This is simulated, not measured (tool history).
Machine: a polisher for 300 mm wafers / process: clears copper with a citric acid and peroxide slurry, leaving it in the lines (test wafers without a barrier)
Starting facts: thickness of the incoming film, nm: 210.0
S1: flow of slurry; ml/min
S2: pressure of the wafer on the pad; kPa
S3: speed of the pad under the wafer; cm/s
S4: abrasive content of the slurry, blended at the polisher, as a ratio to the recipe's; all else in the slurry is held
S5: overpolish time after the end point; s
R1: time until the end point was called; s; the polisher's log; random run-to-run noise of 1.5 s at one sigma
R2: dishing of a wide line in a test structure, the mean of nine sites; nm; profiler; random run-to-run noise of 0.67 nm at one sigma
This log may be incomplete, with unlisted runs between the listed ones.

run	hour	S1	S2	S3	S4	S5	R1	R2
1	0.0	270	14.5	130	1.0	15	107.16	19.758
2	5.7	270	15.2	130	1.0	17	103.16	22.643
3	7.1	270	15.2	130	1.0	18	103.69	23.353
4	13.9	270	12.4	130	1.0	18	127.86	19.540
5	21.6	270	9.0	130	1.0	18	166.77	14.575
6	28.2	270	11.0	130	1.0	19	138.37	18.573
7	32.5	270	12.4	130	1.0	20	120.27	21.308

For run 8, what comes out?
8	37.7	270	13.1	130	1.0	22	?	?

For run 8 the tool returned R1 117.19 s, R2 24.456 nm.

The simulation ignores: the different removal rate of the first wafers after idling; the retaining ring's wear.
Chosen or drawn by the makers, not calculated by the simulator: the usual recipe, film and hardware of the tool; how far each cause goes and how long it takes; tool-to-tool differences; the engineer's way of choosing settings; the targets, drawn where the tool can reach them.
